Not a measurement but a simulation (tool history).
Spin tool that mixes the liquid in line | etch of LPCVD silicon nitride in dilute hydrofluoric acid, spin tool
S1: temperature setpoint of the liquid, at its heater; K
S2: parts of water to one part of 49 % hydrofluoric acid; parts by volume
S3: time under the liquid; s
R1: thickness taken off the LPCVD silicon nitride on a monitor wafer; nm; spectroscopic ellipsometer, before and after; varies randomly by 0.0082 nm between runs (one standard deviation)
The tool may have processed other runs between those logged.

run,hour,S1,S2,S3,R1
1,0,299.15,105,90,0.52577
2,1,300.65,105,90,0.54821
3,3.3,300.65,105,90,0.51805
4,10.2,300.15,125,85,0.44307
5,11.7,299.15,140,80,0.34167
6,15.7,296.15,140,80,0.2792
7,21.6,296.15,140,80,0.28036
8,29.9,295.65,145,80,0.2516

For run 9, what comes out?
9,33.3,295.15,145,80,?

{"run 9": {"R1": 0.2567}}
